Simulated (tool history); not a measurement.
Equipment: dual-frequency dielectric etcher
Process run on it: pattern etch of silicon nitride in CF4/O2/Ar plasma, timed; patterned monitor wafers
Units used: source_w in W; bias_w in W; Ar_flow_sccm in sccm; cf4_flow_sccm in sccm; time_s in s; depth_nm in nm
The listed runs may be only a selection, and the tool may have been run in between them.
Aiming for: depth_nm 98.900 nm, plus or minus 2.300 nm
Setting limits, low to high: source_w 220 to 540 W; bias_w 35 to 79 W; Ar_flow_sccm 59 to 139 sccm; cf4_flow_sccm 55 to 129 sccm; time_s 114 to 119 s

Run 1, hour 0.0: source_w 380 W, bias_w 57 W, Ar_flow_sccm 99 sccm, cf4_flow_sccm 92 sccm, time_s 114 s. Result: depth_nm 165.190 nm.
Run 2, hour 5.0: source_w 380 W, bias_w 57 W, Ar_flow_sccm 99 sccm, cf4_flow_sccm 92 sccm, time_s 119 s. Result: depth_nm 172.020 nm.
Run 3, hour 9.3: source_w 350 W, bias_w 54 W, Ar_flow_sccm 101 sccm, cf4_flow_sccm 90 sccm, time_s 118 s. Result: depth_nm 151.850 nm.
Run 4, hour 17.8: source_w 330 W, bias_w 53 W, Ar_flow_sccm 102 sccm, cf4_flow_sccm 90 sccm, time_s 118 s. Result: depth_nm 141.210 nm.
Run 5, hour 19.8: source_w 300 W, bias_w 53 W, Ar_flow_sccm 102 sccm, cf4_flow_sccm 90 sccm, time_s 118 s. Result: depth_nm 127.510 nm.
Run 6, hour 21.5: source_w 290 W, bias_w 53 W, Ar_flow_sccm 102 sccm, cf4_flow_sccm 90 sccm, time_s 118 s. Result: depth_nm 123.990 nm.
Run 7, hour 24.6: source_w 280 W, bias_w 53 W, Ar_flow_sccm 102 sccm, cf4_flow_sccm 90 sccm, time_s 118 s. Result: depth_nm 118.310 nm.
Run 8, hour 26.5: source_w 270 W, bias_w 53 W, Ar_flow_sccm 102 sccm, cf4_flow_sccm 90 sccm, time_s 118 s. Result: depth_nm 112.910 nm.

5 candidate next runs follow, results not yet known. Just one meets every target within its allowed miss. Identify it.
Run A, hour 28.4: source_w 240 W, bias_w 50 W, Ar_flow_sccm 125 sccm, cf4_flow_sccm 94 sccm, time_s 117 s. Result: depth_nm ?.
Run B, hour 28.4: source_w 280 W, bias_w 48 W, Ar_flow_sccm 96 sccm, cf4_flow_sccm 76 sccm, time_s 119 s. Result: depth_nm ?.
Run C, hour 28.4: source_w 230 W, bias_w 57 W, Ar_flow_sccm 112 sccm, cf4_flow_sccm 96 sccm, time_s 114 s. Result: depth_nm ?.
Run D, hour 28.4: source_w 230 W, bias_w 58 W, Ar_flow_sccm 104 sccm, cf4_flow_sccm 95 sccm, time_s 114 s. Result: depth_nm ?.
Run E, hour 28.4: source_w 240 W, bias_w 58 W, Ar_flow_sccm 109 sccm, cf4_flow_sccm 101 sccm, time_s 114 s. Result: depth_nm ?.

move  depth_nm
   A    92.674
   B   113.160
   C    91.353
   D    92.776
   E    98.318
A: moves the result that the last run missed by most past its target, out the other side
B: about as far from the targets as the last run
C: moves the result that the last run missed by most past its target, out the other side
D: moves the result that the last run missed by most past its target, out the other side
E: all results in spec
Go with E: it meets all targets.

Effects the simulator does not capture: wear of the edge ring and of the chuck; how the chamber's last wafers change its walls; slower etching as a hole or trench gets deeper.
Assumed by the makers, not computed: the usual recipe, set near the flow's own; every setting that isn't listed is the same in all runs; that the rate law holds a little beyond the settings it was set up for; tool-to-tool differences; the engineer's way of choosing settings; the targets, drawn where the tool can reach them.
